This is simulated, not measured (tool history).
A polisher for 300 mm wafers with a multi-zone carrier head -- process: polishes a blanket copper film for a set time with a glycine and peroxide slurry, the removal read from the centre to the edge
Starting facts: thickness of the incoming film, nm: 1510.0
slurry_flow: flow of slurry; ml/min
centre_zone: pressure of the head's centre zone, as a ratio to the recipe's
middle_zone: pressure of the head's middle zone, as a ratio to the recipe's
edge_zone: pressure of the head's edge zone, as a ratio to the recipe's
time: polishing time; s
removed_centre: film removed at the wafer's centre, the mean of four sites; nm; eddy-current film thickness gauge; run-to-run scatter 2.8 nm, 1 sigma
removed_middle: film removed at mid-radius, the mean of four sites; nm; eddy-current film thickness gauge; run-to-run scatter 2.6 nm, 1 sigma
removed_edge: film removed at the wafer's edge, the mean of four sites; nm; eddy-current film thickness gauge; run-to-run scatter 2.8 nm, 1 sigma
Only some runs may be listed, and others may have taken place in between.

run  hour  slurry_flow  centre_zone  middle_zone  edge_zone  time  removed_centre  removed_middle  removed_edge
  1     0          235            1            1          1    47          280.24          283.03        284.58
  2   7.1          255         1.05         1.03       1.06    49          311.73          301.56        303.43
  3   9.1          290         1.05         1.03       1.06    49          309.12          305.23        304.68
  4  17.1          290         1.05         1.03       1.12    49          310.48          305.64        314.99
  5  19.1          290         1.08         1.04       1.13    51          326.65          321.16        331.47
  6  25.7          290         1.08         1.04       1.13    61          392.38          381.72           392
  7  29.6          280         1.08         1.02       1.09    60          382.55          369.81        385.83

Predict the results of run 8:
  8  34.3          275          1.1         1.01       1.04    59               ?               ?             ?

{"run 8": {"removed_centre": 387.6, "removed_middle": 363.26, "removed_edge": 370.45}}

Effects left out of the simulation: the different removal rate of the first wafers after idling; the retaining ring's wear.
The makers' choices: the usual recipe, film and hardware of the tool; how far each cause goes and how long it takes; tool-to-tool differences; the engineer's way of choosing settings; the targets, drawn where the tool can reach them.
